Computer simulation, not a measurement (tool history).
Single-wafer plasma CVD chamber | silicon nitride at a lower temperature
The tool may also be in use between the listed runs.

run	hour	heater temperature setpoint (K)	chamber pressure (mTorr)	RF power (kW)	deposition time (s)	mean film thickness on the monitor wafer (angstrom)
1	0.0	613.15	2050	0.245	21.5	232.36
2	7.7	613.15	1850	0.225	21.4	209.24
3	11.8	613.15	1850	0.225	20.4	198.82
4	20.1	613.15	1680	0.225	20.4	194.38
5	27.8	613.15	2010	0.225	20.4	203.50
6	29.0	617.15	2010	0.225	20.4	202.99

The next listed run, before its measurement:
7	36.6	617.15	1780	0.220	20.4	?

mean film thickness on the monitor wafer (angstrom): 192.19

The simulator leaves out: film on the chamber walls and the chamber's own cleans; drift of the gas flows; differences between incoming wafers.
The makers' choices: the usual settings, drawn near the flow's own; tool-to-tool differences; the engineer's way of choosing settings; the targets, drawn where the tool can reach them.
